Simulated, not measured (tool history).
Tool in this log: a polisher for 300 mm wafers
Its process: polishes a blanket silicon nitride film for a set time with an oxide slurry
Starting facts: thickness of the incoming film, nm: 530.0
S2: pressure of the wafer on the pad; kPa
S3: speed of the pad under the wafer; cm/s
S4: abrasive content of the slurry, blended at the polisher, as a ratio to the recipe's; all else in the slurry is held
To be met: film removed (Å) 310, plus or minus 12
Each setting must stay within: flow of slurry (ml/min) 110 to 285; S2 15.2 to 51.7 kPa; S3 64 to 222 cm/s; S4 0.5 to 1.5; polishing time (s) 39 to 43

{"run": 1, "day": 0.0, "flow of slurry (ml/min)": 180, "S2": 33.1, "S3": 142, "S4": 1, "polishing time (s)": 43, "film removed (Å)": 456.03}
{"run": 2, "day": 0.362, "flow of slurry (ml/min)": 180, "S2": 33.1, "S3": 142, "S4": 1.2, "polishing time (s)": 43, "film removed (Å)": 479.54}
{"run": 3, "day": 0.504, "flow of slurry (ml/min)": 180, "S2": 33.1, "S3": 114, "S4": 1.2, "polishing time (s)": 43, "film removed (Å)": 439.81}
{"run": 4, "day": 0.546, "flow of slurry (ml/min)": 180, "S2": 30.3, "S3": 112, "S4": 1.2, "polishing time (s)": 43, "film removed (Å)": 406.85}
{"run": 5, "day": 0.588, "flow of slurry (ml/min)": 180, "S2": 27.6, "S3": 110, "S4": 1.2, "polishing time (s)": 43, "film removed (Å)": 364.96}
{"run": 6, "day": 0.933, "flow of slurry (ml/min)": 180, "S2": 27.6, "S3": 110, "S4": 1.05, "polishing time (s)": 43, "film removed (Å)": 345.53}
{"run": 7, "day": 1.254, "flow of slurry (ml/min)": 180, "S2": 26.9, "S3": 110, "S4": 1.05, "polishing time (s)": 43, "film removed (Å)": 334.51}
{"run": 8, "day": 1.342, "flow of slurry (ml/min)": 180, "S2": 26.2, "S3": 110, "S4": 1.05, "polishing time (s)": 43, "film removed (Å)": 332.16}
{"run": 9, "day": 1.658, "flow of slurry (ml/min)": 180, "S2": 25.5, "S3": 110, "S4": 1.05, "polishing time (s)": 43, "film removed (Å)": 325.36}

Exercise: of the 4 proposed moves below, exactly one satisfies all targets within the stated allowed misses. Which move is it?
{"run": "A", "day": 1.975, "flow of slurry (ml/min)": 185, "S2": 28.3, "S3": 116, "S4": 0.95, "polishing time (s)": 43, "film removed (Å)": "?"}
{"run": "B", "day": 1.975, "flow of slurry (ml/min)": 190, "S2": 27.6, "S3": 110, "S4": 1, "polishing time (s)": 43, "film removed (Å)": "?"}
{"run": "C", "day": 1.975, "flow of slurry (ml/min)": 170, "S2": 23.4, "S3": 118, "S4": 1.05, "polishing time (s)": 43, "film removed (Å)": "?"}
{"run": "D", "day": 1.975, "flow of slurry (ml/min)": 110, "S2": 27.6, "S3": 114, "S4": 1.15, "polishing time (s)": 43, "film removed (Å)": "?"}

move=A film_removed_(Å)=347.65
move=B film_removed_(Å)=338.97
move=C film_removed_(Å)=299.14
move=D film_removed_(Å)=327.03
A: lands further from the targets than the last run did
B: lands further from the targets than the last run did
C: each result inside its tolerance
D: lands further from the targets than the last run did
Correct choice: C, which meets every target

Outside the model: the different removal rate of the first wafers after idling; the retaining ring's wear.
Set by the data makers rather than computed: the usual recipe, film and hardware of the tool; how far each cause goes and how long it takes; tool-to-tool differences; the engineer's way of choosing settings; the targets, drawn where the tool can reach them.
